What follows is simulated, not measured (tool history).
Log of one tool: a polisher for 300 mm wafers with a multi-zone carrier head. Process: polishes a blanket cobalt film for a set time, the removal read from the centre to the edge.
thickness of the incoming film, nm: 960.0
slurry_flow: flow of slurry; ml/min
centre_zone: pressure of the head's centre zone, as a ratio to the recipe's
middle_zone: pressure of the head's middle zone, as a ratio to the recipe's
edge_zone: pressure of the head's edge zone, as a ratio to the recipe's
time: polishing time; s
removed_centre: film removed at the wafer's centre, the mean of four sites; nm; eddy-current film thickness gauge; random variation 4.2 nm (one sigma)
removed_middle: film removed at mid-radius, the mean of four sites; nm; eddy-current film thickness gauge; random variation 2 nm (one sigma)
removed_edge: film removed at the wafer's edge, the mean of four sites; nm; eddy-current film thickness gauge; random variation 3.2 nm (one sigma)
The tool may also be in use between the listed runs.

{"run": 1, "hour": 0.0, "slurry_flow": 320, "centre_zone": 1, "middle_zone": 1, "edge_zone": 1, "time": 55, "removed_centre": 394.82, "removed_middle": 388.1, "removed_edge": 379.78}
{"run": 2, "hour": 1.0, "slurry_flow": 320, "centre_zone": 1, "middle_zone": 0.99, "edge_zone": 0.97, "time": 53, "removed_centre": 385.93, "removed_middle": 365.22, "removed_edge": 351.38}
{"run": 3, "hour": 7.4, "slurry_flow": 315, "centre_zone": 0.97, "middle_zone": 0.97, "edge_zone": 0.95, "time": 52, "removed_centre": 366.59, "removed_middle": 358.66, "removed_edge": 339.11}
{"run": 4, "hour": 10.7, "slurry_flow": 315, "centre_zone": 0.97, "middle_zone": 0.97, "edge_zone": 0.95, "time": 43, "removed_centre": 312.41, "removed_middle": 294.44, "removed_edge": 286.4}
{"run": 5, "hour": 14.2, "slurry_flow": 320, "centre_zone": 0.97, "middle_zone": 0.98, "edge_zone": 0.95, "time": 43, "removed_centre": 310.04, "removed_middle": 295.16, "removed_edge": 284.25}
{"run": 6, "hour": 14.9, "slurry_flow": 320, "centre_zone": 0.97, "middle_zone": 0.95, "edge_zone": 0.95, "time": 43, "removed_centre": 306.6, "removed_middle": 290.86, "removed_edge": 289.61}
{"hour": 16.7, "done": "centre zone pressure recalibrated"}
{"run": 7, "hour": 16.7, "slurry_flow": 320, "centre_zone": 0.97, "middle_zone": 0.96, "edge_zone": 0.95, "time": 43, "removed_centre": 289.3, "removed_middle": 296.24, "removed_edge": 287.27}

The next listed run, before its measurement:
{"run": 8, "hour": 20.5, "slurry_flow": 320, "centre_zone": 0.98, "middle_zone": 0.97, "edge_zone": 0.95, "time": 43, "removed_centre": "?", "removed_middle": "?", "removed_edge": "?"}

{"run 8": {"removed_centre": 296.84, "removed_middle": 295.91, "removed_edge": 285.89}}
